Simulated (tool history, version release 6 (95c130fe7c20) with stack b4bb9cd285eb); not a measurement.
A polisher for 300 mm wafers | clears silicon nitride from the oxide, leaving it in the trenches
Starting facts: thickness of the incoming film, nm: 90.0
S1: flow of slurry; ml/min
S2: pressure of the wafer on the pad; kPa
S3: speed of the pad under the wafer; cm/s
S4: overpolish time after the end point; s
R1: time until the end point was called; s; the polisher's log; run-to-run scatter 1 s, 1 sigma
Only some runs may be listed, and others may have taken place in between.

{"run": 1, "hour": 0.0, "S1": 260, "S2": 17.2, "S3": 118, "S4": 34, "R1": 107.65}
{"run": 2, "hour": 1.6, "S1": 260, "S2": 17.2, "S3": 118, "S4": 34, "R1": 110.38}
{"run": 3, "hour": 9.9, "S1": 260, "S2": 19.3, "S3": 120, "S4": 34, "R1": 94.702}
{"run": 4, "hour": 17.5, "S1": 260, "S2": 20.7, "S3": 120, "S4": 34, "R1": 89.057}
{"run": 5, "hour": 18.5, "S1": 260, "S2": 21.4, "S3": 120, "S4": 34, "R1": 85.273}
{"run": 6, "hour": 25.2, "S1": 260, "S2": 22.1, "S3": 120, "S4": 34, "R1": 83.404}
{"run": 7, "hour": 31.4, "S1": 260, "S2": 22.8, "S3": 120, "S4": 34, "R1": 79.596}

Run 8 has not been measured yet. What should we expect?
{"run": 8, "hour": 39.7, "S1": 260, "S2": 23.4, "S3": 120, "S4": 34, "R1": "?"}

Run 8 measured R1 80.598 s.

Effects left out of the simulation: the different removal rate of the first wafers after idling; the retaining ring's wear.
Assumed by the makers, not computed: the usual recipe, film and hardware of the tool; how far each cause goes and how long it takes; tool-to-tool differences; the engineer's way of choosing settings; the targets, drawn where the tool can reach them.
